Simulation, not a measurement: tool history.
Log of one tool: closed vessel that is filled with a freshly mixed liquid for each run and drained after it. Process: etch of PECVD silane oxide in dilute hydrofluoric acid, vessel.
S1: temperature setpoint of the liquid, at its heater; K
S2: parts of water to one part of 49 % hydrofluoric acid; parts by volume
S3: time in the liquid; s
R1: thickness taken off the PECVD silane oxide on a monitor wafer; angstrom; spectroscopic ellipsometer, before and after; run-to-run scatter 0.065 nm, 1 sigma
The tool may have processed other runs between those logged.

run 1 day=0.000 | S1=299.15 S2=230 S3=90 | R1=123.78
run 2 day=0.262 | S1=299.15 S2=185 S3=90 | R1=161.60
run 3 day=0.450 | S1=301.65 S2=185 S3=90 | R1=176.99
run 4 day=0.804 | S1=300.15 S2=185 S3=90 | R1=167.23
run 5 day=1.058 | S1=299.15 S2=185 S3=90 | R1=160.17
run 6 day=1.212 | S1=298.15 S2=185 S3=90 | R1=155.79

Run 7, settings as shown, results not yet in. Your forecast:
run 7 day=1.533 | S1=297.15 S2=190 S3=90 | R1=?

R1: 143.58 angstrom
